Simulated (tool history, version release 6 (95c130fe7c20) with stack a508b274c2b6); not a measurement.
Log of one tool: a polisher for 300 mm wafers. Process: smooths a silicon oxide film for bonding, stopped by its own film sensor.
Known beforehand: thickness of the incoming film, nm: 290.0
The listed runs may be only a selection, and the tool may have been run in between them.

run	hour	flow of slurry (ml/min)	pressure of the wafer on the pad (kPa)	speed of the pad under the wafer (cm/s)	abrasive content of the slurry	target thickness at which the film sensor stops the polish (nm)	time until the film sensor stopped the polish (s)
1	0.0	245	11.7	90	1.0	261	47.539
2	4.9	245	11.7	108	1.0	261	40.170
3	11.0	245	11.7	128	1.0	261	35.629
4	15.4	245	10.3	120	1.0	261	42.434
5	17.9	245	9.7	114	1.0	261	48.464
6	24.8	245	8.3	114	1.0	261	55.055
7	27.2	245	7.6	110	1.0	261	61.338

Run 8 comes next. What will it give?
8	35.2	245	5.5	98	1.0	261	?

time until the film sensor stopped the polish (s): 89.646
